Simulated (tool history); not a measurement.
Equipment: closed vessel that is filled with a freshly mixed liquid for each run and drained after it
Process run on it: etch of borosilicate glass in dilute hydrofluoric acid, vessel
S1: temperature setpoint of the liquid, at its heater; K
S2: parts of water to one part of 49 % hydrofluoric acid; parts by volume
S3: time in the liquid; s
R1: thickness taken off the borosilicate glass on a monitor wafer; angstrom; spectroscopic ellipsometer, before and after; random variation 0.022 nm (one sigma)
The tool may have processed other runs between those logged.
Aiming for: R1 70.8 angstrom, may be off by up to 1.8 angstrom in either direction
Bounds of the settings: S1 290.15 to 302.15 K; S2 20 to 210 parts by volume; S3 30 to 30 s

run,day,S1,S2,S3,R1
1,0,294.15,115,30,44.324
2,0.238,294.15,150,30,32.823
3,0.425,294.15,170,30,28.138
4,0.492,294.15,170,30,28.28
5,0.588,294.15,170,30,28.434
6,0.796,295.15,160,30,31.795
7,0.888,299.15,110,30,56.764
8,1.096,299.65,110,30,58.288
9,1.354,301.15,105,30,65.332

Which single option among these 4 for the next run brings every result within its allowed miss of target? Just one does.
A,1.612,302.15,115,30,?
B,1.612,302.15,110,30,?
C,1.612,299.15,105,30,?
D,1.612,295.65,80,30,?

move,R1
A,60.632
B,63.818
C,60.024
D,70.726
A: its largest miss is bigger than the last run's
B: its largest miss is bigger than the last run's
C: its largest miss is bigger than the last run's
D: meets every target
So the answer is move D, the one that meets all the targets.
